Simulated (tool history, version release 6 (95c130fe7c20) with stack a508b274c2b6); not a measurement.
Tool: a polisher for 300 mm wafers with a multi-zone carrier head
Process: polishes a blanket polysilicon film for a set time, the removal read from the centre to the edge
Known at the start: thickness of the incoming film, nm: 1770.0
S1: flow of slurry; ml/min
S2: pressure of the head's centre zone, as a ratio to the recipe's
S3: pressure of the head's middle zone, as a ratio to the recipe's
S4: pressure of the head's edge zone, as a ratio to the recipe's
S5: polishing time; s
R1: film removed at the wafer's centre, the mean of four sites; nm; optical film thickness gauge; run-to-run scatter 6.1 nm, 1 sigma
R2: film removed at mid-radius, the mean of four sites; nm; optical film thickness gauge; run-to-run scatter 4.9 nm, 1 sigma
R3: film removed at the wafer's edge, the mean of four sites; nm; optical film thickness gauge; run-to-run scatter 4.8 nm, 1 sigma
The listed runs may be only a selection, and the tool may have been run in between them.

run	day	S1	S2	S3	S4	S5	R1	R2	R3
1	0.000	235	1.00	1.00	1.00	33	327.38	327.27	333.99
2	0.133	205	1.00	1.00	1.00	33	328.83	328.61	323.22
3	0.383	210	1.01	1.02	1.01	34	348.31	338.86	333.93
4	0.742	210	1.01	1.02	1.04	34	346.17	336.45	333.49
5	1.083	245	1.01	1.02	1.04	34	350.74	354.12	346.67
6	1.425	245	1.01	1.02	0.98	34	352.51	353.65	336.89
7	1.608	255	1.01	1.02	0.99	35	370.08	356.18	344.87
8	1.942	260	1.00	1.03	1.01	36	377.95	374.95	361.87
9	2.150	265	0.99	1.04	1.02	37	387.24	392.53	375.95
10	2.292	270	0.99	1.05	1.03	38	395.33	400.12	395.69
11	2.321	275	0.99	1.06	1.04	38	392.31	402.97	394.66
12	2.600	280	0.99	1.07	1.05	39	400.77	419.53	400.24
13	2.696	285	0.99	1.07	1.05	40	415.49	435.06	416.62
14	2.929	290	0.99	1.07	1.06	40	421.63	428.53	414.24

For run 15, what comes out?
15	3.258	290	0.99	1.07	1.06	41	?	?	?

{"run 15": {"R1": 430.96, "R2": 445.45, "R3": 434.66}}
